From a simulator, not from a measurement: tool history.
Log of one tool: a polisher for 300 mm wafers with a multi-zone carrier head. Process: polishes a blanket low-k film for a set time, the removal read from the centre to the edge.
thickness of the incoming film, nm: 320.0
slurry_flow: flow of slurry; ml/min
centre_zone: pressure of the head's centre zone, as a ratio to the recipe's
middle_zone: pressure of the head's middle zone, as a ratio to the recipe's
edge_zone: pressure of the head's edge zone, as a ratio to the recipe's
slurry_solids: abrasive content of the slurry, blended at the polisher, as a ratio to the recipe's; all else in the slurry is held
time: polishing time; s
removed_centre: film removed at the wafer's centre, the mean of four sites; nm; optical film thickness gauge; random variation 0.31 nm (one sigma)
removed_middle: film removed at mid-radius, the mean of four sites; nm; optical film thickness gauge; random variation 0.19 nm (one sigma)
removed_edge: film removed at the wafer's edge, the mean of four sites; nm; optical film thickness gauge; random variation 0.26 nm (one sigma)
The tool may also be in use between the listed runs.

run	hour	slurry_flow	centre_zone	middle_zone	edge_zone	slurry_solids	time	removed_centre	removed_middle	removed_edge
1	0.0	195	1.00	1.00	1.00	1.00	73	19.609	19.698	19.981
2	6.5	205	1.01	1.02	1.04	1.05	73	20.105	20.787	20.994
3	11.1	215	1.03	1.03	1.07	1.10	73	21.667	21.487	21.834
4	13.3	215	1.08	1.03	1.07	1.10	73	22.248	21.380	21.515
5	15.7	180	1.08	1.03	1.07	1.10	73	21.969	20.948	21.167
6	22.0	180	1.08	0.98	1.07	1.10	73	22.060	20.003	21.626
7	27.4	190	1.07	1.00	1.10	1.15	73	22.337	20.951	22.480
8	28.0	200	1.06	1.02	1.12	1.15	73	22.279	21.269	22.451
9	31.9	200	1.06	1.02	1.12	1.15	73	22.096	21.566	22.499
10	39.7	210	1.06	1.03	1.14	1.15	73	22.692	21.839	23.424
11	42.3	220	1.05	1.04	1.14	1.15	73	22.880	22.340	23.082
12	48.5	225	1.04	1.05	1.15	1.15	73	22.085	22.340	23.205

Run 13 comes next. What will it give?
13	50.4	230	1.04	1.06	1.16	1.15	73	?	?	?

removed_centre: 22.569 nm
removed_middle: 22.772 nm
removed_edge: 23.647 nm
